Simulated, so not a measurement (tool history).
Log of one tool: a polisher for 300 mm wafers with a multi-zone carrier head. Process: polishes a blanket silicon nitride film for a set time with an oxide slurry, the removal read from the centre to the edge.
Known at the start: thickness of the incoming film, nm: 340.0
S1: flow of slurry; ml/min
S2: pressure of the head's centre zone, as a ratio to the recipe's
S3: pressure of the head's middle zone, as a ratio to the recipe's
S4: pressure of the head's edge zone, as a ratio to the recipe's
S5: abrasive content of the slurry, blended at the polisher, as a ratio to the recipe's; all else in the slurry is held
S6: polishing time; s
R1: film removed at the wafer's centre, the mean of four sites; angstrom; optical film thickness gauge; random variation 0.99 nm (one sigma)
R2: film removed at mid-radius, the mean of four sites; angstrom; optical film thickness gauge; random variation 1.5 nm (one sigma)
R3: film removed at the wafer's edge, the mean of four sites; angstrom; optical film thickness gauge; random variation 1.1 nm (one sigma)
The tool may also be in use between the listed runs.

run 1 day=0.000 | S1=275 S2=1.00 S3=1.00 S4=1.00 S5=1.00 S6=87 | R1=731.71 R2=737.45 R3=730.61
run 2 day=0.275 | S1=275 S2=1.00 S3=1.01 S4=1.02 S5=1.10 S6=88 | R1=757.48 R2=775.66 R3=758.36
run 3 day=0.571 | S1=230 S2=1.00 S3=1.01 S4=1.02 S5=1.10 S6=88 | R1=753.66 R2=773.01 R3=774.00
run 4 day=0.796 | S1=280 S2=1.00 S3=1.01 S4=1.02 S5=1.10 S6=88 | R1=762.62 R2=744.53 R3=775.07
run 5 day=1.108 | S1=270 S2=1.00 S3=1.03 S4=1.02 S5=1.15 S6=90 | R1=788.13 R2=809.57 R3=779.46
-- day=1.442 slurry nozzle cleaned
run 6 day=1.442 | S1=210 S2=1.00 S3=1.03 S4=1.02 S5=1.15 S6=90 | R1=790.80 R2=823.34 R3=812.85
run 7 day=1.742 | S1=170 S2=1.04 S3=1.09 S4=1.12 S5=1.40 S6=95 | R1=897.38 R2=945.80 R3=927.58

Run 8 comes next. What will it give?
run 8 day=1.854 | S1=170 S2=1.04 S3=1.09 S4=1.12 S5=1.40 S6=96 | R1=? R2=? R3=?

R1: 900.29 angstrom
R2: 952.34 angstrom
R3: 936.42 angstrom

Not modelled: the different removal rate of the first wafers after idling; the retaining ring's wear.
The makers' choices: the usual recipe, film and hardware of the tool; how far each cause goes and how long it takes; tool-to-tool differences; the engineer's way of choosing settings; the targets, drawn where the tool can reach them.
